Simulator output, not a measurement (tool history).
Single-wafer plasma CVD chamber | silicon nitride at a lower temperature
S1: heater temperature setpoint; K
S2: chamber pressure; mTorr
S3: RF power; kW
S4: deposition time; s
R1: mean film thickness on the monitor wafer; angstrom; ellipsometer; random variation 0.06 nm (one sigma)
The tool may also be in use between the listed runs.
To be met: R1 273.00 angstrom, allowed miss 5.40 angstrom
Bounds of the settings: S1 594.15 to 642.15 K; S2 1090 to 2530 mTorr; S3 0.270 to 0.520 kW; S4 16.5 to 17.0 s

| run | hour | S1 | S2 | S3 | S4 | R1 |
|---|---|---|---|---|---|---|
| 1 | 0.0 | 618.15 | 1810 | 0.395 | 16.5 | 237.14 |
| 2 | 5.6 | 618.15 | 1810 | 0.365 | 16.5 | 220.98 |
| 3 | 12.6 | 618.15 | 1810 | 0.365 | 17.0 | 228.15 |
| 4 | 19.5 | 618.15 | 1880 | 0.370 | 17.0 | 233.58 |
| 5 | 21.5 | 618.15 | 1880 | 0.395 | 17.0 | 248.18 |
| 6 | 27.0 | 618.15 | 1880 | 0.395 | 17.0 | 247.66 |
|  | 34.7 | capacitance manometer re-zeroed and calibrated |
| 7 | 34.7 | 618.15 | 1930 | 0.395 | 17.0 | 256.07 |
| 8 | 40.2 | 618.15 | 1950 | 0.395 | 17.0 | 256.60 |
| 9 | 47.5 | 618.15 | 1970 | 0.395 | 17.0 | 257.39 |
| 10 | 54.9 | 618.15 | 1990 | 0.395 | 17.0 | 259.74 |
| 11 | 62.8 | 618.15 | 2010 | 0.395 | 17.0 | 259.12 |
| 12 | 71.0 | 618.15 | 2030 | 0.395 | 17.0 | 259.66 |
| 13 | 76.3 | 618.15 | 2050 | 0.395 | 17.0 | 261.64 |
| 14 | 85.0 | 618.15 | 2070 | 0.395 | 17.0 | 262.57 |

Which of these 5 next moves meets every target?
| A | 93.7 | 613.15 | 2360 | 0.425 | 17.0 | ? |
| B | 93.7 | 618.15 | 2100 | 0.400 | 16.7 | ? |
| C | 93.7 | 621.15 | 2330 | 0.405 | 16.9 | ? |
| D | 93.7 | 625.15 | 1750 | 0.475 | 17.0 | ? |
| E | 93.7 | 630.15 | 2310 | 0.425 | 17.0 | ? |

| move | R1 |
|---|---|
| A | 289.08 |
| B | 261.23 |
| C | 275.21 |
| D | 283.67 |
| E | 285.81 |
A: takes the result that was furthest off past its target
B: further off than the last run
C: meets every target
D: takes the result that was furthest off past its target
E: takes the result that was furthest off past its target
The right move is C.

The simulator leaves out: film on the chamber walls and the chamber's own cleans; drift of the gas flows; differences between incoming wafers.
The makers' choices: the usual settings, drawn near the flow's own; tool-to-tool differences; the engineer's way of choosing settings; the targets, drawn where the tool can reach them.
